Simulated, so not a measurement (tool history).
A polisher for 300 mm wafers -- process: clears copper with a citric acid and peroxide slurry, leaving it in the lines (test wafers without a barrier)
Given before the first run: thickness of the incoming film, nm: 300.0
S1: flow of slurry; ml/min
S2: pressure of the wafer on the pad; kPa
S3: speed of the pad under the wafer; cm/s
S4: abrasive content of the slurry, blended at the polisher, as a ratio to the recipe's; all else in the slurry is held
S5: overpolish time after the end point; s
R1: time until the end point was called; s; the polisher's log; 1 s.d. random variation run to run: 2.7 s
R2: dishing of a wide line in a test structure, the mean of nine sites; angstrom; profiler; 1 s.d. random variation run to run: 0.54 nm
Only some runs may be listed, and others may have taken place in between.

{"run": 1, "hour": 0.0, "S1": 235, "S2": 20, "S3": 112, "S4": 1, "S5": 24, "R1": 137.01, "R2": 382.77}
{"run": 2, "hour": 8.5, "S1": 235, "S2": 24.1, "S3": 112, "S4": 1, "S5": 24, "R1": 113.53, "R2": 466.42}
{"run": 3, "hour": 16.5, "S1": 235, "S2": 24.1, "S3": 112, "S4": 1, "S5": 18, "R1": 113.92, "R2": 348.64}
{"run": 4, "hour": 21.1, "S1": 235, "S2": 24.1, "S3": 96, "S4": 1, "S5": 18, "R1": 132.07, "R2": 306.84}
{"run": 5, "hour": 23.2, "S1": 235, "S2": 22.1, "S3": 96, "S4": 1, "S5": 18, "R1": 142.24, "R2": 277.18}
{"run": 6, "hour": 23.9, "S1": 235, "S2": 22.1, "S3": 68, "S4": 1, "S5": 18, "R1": 202.13, "R2": 215.11}
{"run": 7, "hour": 26.1, "S1": 235, "S2": 22.1, "S3": 68, "S4": 1, "S5": 19, "R1": 198.67, "R2": 222.64}

Forecast run 8:
{"run": 8, "hour": 33.6, "S1": 235, "S2": 22.1, "S3": 68, "S4": 1, "S5": 20, "R1": "?", "R2": "?"}

R1: 202.12 s
R2: 226.11 angstrom
